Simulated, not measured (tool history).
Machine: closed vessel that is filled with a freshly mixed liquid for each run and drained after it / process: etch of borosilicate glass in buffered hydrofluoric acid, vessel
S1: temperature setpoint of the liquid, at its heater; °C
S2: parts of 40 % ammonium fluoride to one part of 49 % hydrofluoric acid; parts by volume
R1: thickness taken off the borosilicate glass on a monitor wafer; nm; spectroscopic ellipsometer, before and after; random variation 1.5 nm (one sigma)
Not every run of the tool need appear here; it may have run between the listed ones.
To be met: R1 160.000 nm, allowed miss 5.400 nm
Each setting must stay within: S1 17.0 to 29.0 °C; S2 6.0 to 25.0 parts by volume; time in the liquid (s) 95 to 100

run 1 hour=0.0 | S1=21.0 S2=15.5 time_in_the_liquid_(s)=95 | R1=64.544
run 2 hour=3.1 | S1=21.0 S2=15.5 time_in_the_liquid_(s)=95 | R1=65.568
run 3 hour=11.8 | S1=23.5 S2=13.0 time_in_the_liquid_(s)=95 | R1=88.424
run 4 hour=14.8 | S1=25.0 S2=11.5 time_in_the_liquid_(s)=95 | R1=107.770
run 5 hour=21.8 | S1=26.0 S2=10.5 time_in_the_liquid_(s)=95 | R1=124.050
run 6 hour=28.5 | S1=27.0 S2=10.0 time_in_the_liquid_(s)=95 | R1=137.130
run 7 hour=32.4 | S1=27.5 S2=10.0 time_in_the_liquid_(s)=95 | R1=142.050
run 8 hour=33.5 | S1=28.0 S2=10.0 time_in_the_liquid_(s)=95 | R1=143.890
run 9 hour=34.7 | S1=28.5 S2=10.0 time_in_the_liquid_(s)=95 | R1=151.140
run 10 hour=43.5 | S1=29.0 S2=10.0 time_in_the_liquid_(s)=95 | R1=153.260

Consider the 4 candidate settings below. Which is the only one whose results all fall within their allowed miss of target?
run A hour=52.3 | S1=28.5 S2=9.0 time_in_the_liquid_(s)=95 | R1=?
run B hour=52.3 | S1=29.0 S2=10.5 time_in_the_liquid_(s)=95 | R1=?
run C hour=52.3 | S1=29.0 S2=11.0 time_in_the_liquid_(s)=100 | R1=?
run D hour=52.3 | S1=28.0 S2=10.5 time_in_the_liquid_(s)=100 | R1=?

move=A R1=157.060
move=B R1=143.610
move=C R1=144.400
move=D R1=143.490
A: all results land within tolerance of their targets
B: the biggest miss grows against the last run
C: the biggest miss grows against the last run
D: the biggest miss grows against the last run
So the answer is move A, the one that meets all the targets.

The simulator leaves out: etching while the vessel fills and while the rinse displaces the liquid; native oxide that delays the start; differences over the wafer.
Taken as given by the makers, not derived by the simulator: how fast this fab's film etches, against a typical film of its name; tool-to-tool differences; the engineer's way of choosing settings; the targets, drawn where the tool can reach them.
